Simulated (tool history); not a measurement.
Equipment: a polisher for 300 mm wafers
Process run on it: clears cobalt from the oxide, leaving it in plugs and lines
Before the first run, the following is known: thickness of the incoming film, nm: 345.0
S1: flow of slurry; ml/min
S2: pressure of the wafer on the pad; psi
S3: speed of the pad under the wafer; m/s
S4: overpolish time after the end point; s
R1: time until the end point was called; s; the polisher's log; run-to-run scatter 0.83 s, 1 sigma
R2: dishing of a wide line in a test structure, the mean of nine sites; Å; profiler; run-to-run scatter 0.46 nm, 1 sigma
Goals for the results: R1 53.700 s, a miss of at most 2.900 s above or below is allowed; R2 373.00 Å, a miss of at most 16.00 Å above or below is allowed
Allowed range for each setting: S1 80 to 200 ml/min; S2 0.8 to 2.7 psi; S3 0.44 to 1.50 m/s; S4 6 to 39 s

run  hour   S1   S2    S3  S4       R1      R2
  1   0.0  130  1.7  0.96  20   95.564  334.42
  2   3.3  130  1.4  0.96  20  114.080  309.34
  3   8.1  130  1.6  0.96  19  101.720  308.86
  4  14.5  130  1.6  0.86  19  108.630  302.18
  5  21.0  130  1.8  0.86  18   96.066  317.07
  6  29.6  130  1.8  0.86  25   95.945  357.45
  7  36.3  130  1.9  0.86  23   91.444  351.03
  8  44.1  130  2.0  0.86  22   88.526  353.73
  9  51.2  135  2.1  0.88  20   82.644  349.99
 10  58.8  135  2.2  0.90  19   76.042  357.40
 11  62.7  135  2.3  0.92  18   73.482  351.25
 12  64.8  135  2.4  0.94  17   70.243  346.72

Which of these 5 next moves meets every target?
  A  66.9  175  2.7  1.10  16   ?   ?
  B  66.9  125  2.6  1.44  23   ?   ?
  C  66.9  155  2.6  1.36  15   ?   ?
  D  66.9  150  2.7  1.06  12   ?   ?
  E  66.9  155  2.7  1.12  26   ?   ?

move      R1      R2
   A  55.347  371.82
   B  49.564  406.75
   C  50.350  374.61
   D  57.705  331.39
   E  55.440  407.73
A: meets every target
B: takes the biggest miss from the last run beyond its target
C: takes the biggest miss from the last run beyond its target
D: gains on the last run, yet a result remains outside its allowed miss
E: brings the result that was furthest off to its target, and leaves another outside
Go with A: it meets all targets.
